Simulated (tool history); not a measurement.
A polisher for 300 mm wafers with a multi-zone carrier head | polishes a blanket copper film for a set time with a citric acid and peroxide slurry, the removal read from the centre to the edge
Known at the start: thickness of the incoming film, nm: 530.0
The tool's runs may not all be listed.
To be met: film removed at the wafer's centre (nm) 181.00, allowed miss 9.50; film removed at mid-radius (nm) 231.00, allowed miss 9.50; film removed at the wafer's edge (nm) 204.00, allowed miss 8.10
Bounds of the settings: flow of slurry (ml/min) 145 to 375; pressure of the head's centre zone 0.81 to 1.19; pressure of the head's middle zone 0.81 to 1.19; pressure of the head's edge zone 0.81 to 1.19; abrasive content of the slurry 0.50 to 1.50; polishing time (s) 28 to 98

run	hour	flow of slurry (ml/min)	pressure of the head's centre zone	pressure of the head's middle zone	pressure of the head's edge zone	abrasive content of the slurry	polishing time (s)	film removed at the wafer's centre (nm)	film removed at mid-radius (nm)	film removed at the wafer's edge (nm)
1	0.0	240	1.00	1.00	1.00	1.00	63	162.57	160.27	160.57
2	6.5	245	0.97	1.05	1.02	1.15	65	165.04	179.57	171.36
3	11.2	245	0.97	1.05	1.02	0.95	65	159.90	167.94	168.69
4	19.3	245	0.97	1.05	1.06	0.95	65	160.99	171.45	169.19
5	27.1	245	0.97	1.05	1.06	0.95	53	132.41	138.01	137.75
6	34.3	250	0.96	1.08	1.07	1.10	58	145.84	162.72	157.86
7	42.9	260	0.97	1.11	1.09	1.20	60	157.80	175.62	166.92
8	48.8	265	0.96	1.13	1.09	1.30	62	164.40	185.91	174.23

Which of these 4 next moves meets every target?
A	54.7	235	0.82	1.15	1.02	1.40	65	?	?	?
B	54.7	270	0.94	1.00	1.13	1.40	52	?	?	?
C	54.7	255	0.91	1.19	1.05	1.40	73	?	?	?
D	54.7	260	1.07	0.96	1.06	1.15	55	?	?	?

move	film removed at the wafer's centre (nm)	film removed at mid-radius (nm)	film removed at the wafer's edge (nm)
A	142.25	194.62	176.65
B	133.02	140.51	151.01
C	179.60	227.40	202.73
D	153.85	137.83	148.77
A: nearer than the last run, and not there yet
B: further off than the last run
C: meets every target
D: further off than the last run
Move C is the one to make.
